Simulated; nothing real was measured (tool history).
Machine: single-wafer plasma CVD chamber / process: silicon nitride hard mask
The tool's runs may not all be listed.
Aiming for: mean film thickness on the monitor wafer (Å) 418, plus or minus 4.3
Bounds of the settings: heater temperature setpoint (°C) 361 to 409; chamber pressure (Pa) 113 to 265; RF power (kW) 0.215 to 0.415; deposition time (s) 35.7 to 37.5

run	hour	heater temperature setpoint (°C)	chamber pressure (Pa)	RF power (kW)	deposition time (s)	mean film thickness on the monitor wafer (Å)
1	0	385	189	0.315	37.5	467.18
2	5.3	385	189	0.315	37.5	467.5
3	11.3	385	189	0.29	37.5	450.74
4	13.3	385	189	0.29	37.5	450.54
5	16.9	385	179	0.29	37.5	440.63
6	18	385	179	0.33	37.5	470.64
7	23.1	385	163	0.33	37.5	456.24
8	27.9	385	151	0.33	37.5	447.36
9	29.4	385	113	0.325	37.5	398.63
10	35.2	385	119	0.325	37.5	405.98
11	36.5	385	119	0.325	37.5	406.21
# hour 43.3: thermocouple changed; heater temperature recalibrated
12	43.3	385	121	0.325	37.5	409.76
13	51.7	385	124	0.325	37.5	411.92
14	58	385	135	0.325	37.5	425.68
15	59.2	385	133	0.325	37.5	423.62

Which one of the following 4 next-run settings gets every result inside its allowed miss? There is exactly one.
A	60.4	368	135	0.335	37	?
B	60.4	384	143	0.325	36.9	?
C	60.4	381	149	0.315	37.1	?
D	60.4	404	123	0.37	36.1	?

move	mean film thickness on the monitor wafer (Å)
A	428.12
B	426.62
C	429.55
D	418.21
A: the biggest miss grows against the last run
B: the biggest miss grows against the last run
C: the biggest miss grows against the last run
D: each result inside its tolerance
D meets every target.

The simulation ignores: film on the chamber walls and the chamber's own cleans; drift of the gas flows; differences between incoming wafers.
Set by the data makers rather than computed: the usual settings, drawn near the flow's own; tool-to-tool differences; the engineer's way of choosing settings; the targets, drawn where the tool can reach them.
